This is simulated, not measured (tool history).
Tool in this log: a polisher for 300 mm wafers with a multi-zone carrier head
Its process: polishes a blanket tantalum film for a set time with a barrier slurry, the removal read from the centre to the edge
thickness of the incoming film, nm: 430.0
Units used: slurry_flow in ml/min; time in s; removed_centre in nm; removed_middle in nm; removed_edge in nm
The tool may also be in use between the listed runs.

run,hour,slurry_flow,centre_zone,middle_zone,edge_zone,slurry_solids,time,removed_centre,removed_middle,removed_edge
1,0.0,235,1.00,1.00,1.00,1.00,37,70.766,72.146,70.014
2,3.6,230,0.99,0.98,0.96,0.90,37,66.666,66.409,66.386
3,12.1,225,0.98,0.98,0.93,0.85,37,65.644,65.376,63.554
4,17.8,225,0.98,0.98,0.93,0.85,46,81.147,82.115,78.868
5,22.8,220,0.96,0.97,0.90,0.75,45,73.852,75.539,71.160
6,27.3,220,0.96,0.97,0.90,0.75,39,63.894,65.479,62.304
7,35.3,210,0.95,0.95,0.89,0.75,39,61.765,63.228,62.893

For run 8, what comes out?
8,36.0,205,0.95,0.95,0.87,0.70,39,?,?,?

removed_centre: 59.450 nm
removed_middle: 60.523 nm
removed_edge: 59.233 nm

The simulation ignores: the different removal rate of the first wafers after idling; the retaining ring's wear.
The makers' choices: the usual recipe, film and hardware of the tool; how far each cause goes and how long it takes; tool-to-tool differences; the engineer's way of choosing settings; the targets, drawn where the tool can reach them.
